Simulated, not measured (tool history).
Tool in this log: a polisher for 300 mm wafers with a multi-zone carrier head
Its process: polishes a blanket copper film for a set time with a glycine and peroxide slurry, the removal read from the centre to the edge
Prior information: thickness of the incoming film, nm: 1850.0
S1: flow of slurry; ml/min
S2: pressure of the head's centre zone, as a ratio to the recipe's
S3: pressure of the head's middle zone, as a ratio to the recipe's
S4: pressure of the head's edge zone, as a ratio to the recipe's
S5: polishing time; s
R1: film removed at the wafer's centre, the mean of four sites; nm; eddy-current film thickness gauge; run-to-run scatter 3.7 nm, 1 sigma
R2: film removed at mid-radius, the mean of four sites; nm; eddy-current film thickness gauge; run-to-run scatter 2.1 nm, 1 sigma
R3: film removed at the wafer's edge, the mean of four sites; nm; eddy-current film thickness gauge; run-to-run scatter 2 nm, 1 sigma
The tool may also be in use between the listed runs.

run    day   S1    S2    S3    S4  S5      R1      R2      R3
  1  0.000  240  1.00  1.00  1.00  43  234.06  227.34  233.67
  2  0.167  250  1.02  1.01  1.01  43  229.16  229.85  235.76
  3  0.458  250  1.02  1.01  1.01  35  195.60  188.63  194.45
  4  0.725  250  0.98  1.01  1.01  35  180.74  188.05  191.17
  5  0.908  250  1.01  1.02  1.02  36  194.32  192.15  197.92
  6  1.000  255  1.03  1.03  1.02  37  201.50  202.52  205.26
  7  1.121  250  1.05  1.03  1.02  38  214.55  209.12  210.69
  8  1.212  285  1.15  1.11  1.12  44  273.41  258.48  253.06

Run 9 comes next. What will it give?
  9  1.517  285  1.16  1.11  1.12  44   ?   ?   ?

{"run 9": {"R1": 274.51, "R2": 260.82, "R3": 257.98}}
